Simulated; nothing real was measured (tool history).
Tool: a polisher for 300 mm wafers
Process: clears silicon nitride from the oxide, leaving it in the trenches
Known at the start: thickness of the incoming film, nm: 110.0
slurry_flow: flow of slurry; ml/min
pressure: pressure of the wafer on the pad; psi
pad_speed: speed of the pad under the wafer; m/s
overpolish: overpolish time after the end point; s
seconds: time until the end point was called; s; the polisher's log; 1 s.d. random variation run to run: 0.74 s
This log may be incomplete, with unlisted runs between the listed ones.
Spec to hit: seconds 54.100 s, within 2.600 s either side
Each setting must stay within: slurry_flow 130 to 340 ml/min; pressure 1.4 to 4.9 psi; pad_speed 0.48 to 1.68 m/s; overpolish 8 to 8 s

run  hour  slurry_flow  pressure  pad_speed  overpolish  seconds
  1   0.0          220       3.1       1.08           8   85.901
  2   8.2          220       3.1       1.22           8   76.277
  3  11.0          220       3.1       1.02           8   90.851
  4  11.9          170       3.1       1.02           8   95.430
  5  15.1          170       3.1       1.26           8   76.227
  6  19.1          170       2.3       1.26           8  101.820
  7  24.2          170       3.2       1.32           8   71.149
  8  30.2          180       3.4       1.32           8   67.617

Which of these 5 next moves meets every target?
  A  36.2          190       2.9       1.00           8        ?
  B  36.2          180       3.8       1.48           8        ?
  C  36.2          155       3.4       1.24           8        ?
  D  36.2          220       3.9       1.56           8        ?
  E  36.2          195       3.5       1.18           8        ?

move  seconds
   A  101.760
   B   54.006
   C   73.385
   D   48.583
   E   72.033
A: lands further from the targets than the last run did
B: in spec on every target
C: lands further from the targets than the last run did
D: carries the result that was furthest off beyond its target, to the other side
E: lands further from the targets than the last run did
B meets every target.
